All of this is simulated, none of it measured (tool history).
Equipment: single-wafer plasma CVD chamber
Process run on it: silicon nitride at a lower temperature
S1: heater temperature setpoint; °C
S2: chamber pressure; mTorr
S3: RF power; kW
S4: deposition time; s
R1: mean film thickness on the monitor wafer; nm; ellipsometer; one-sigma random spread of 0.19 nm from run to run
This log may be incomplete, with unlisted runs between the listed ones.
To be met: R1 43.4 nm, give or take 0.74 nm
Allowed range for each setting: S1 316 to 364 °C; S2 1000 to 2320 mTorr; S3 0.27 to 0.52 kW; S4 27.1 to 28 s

run 1 day=0 | S1=340 S2=1660 S3=0.395 S4=27.1 | R1=37.61
run 2 day=0.029 | S1=340 S2=1800 S3=0.405 S4=27.1 | R1=39.646
run 3 day=0.379 | S1=340 S2=2040 S3=0.405 S4=27.1 | R1=41.487
run 4 day=0.488 | S1=340 S2=1820 S3=0.405 S4=27.1 | R1=40.091
run 5 day=0.829 | S1=347 S2=1820 S3=0.405 S4=27.1 | R1=39.665
run 6 day=1.029 | S1=347 S2=1920 S3=0.405 S4=27.1 | R1=40.302
run 7 day=1.112 | S1=347 S2=2010 S3=0.405 S4=27.1 | R1=41.303
run 8 day=1.429 | S1=347 S2=2060 S3=0.405 S4=27.1 | R1=41.82

Exactly one of the 4 candidate moves below puts every result within its allowed miss. Which one?
run A day=1.746 | S1=357 S2=1850 S3=0.39 S4=28 | R1=?
run B day=1.746 | S1=349 S2=2010 S3=0.385 S4=27.7 | R1=?
run C day=1.746 | S1=364 S2=2320 S3=0.415 S4=27.1 | R1=?
run D day=1.746 | S1=336 S2=1910 S3=0.395 S4=27.5 | R1=?

move=A R1=40.293
move=B R1=40.787
move=C R1=43.797
move=D R1=40.675
A: the biggest miss grows against the last run
B: the biggest miss grows against the last run
C: all results land within tolerance of their targets
D: the biggest miss grows against the last run
Answer: C
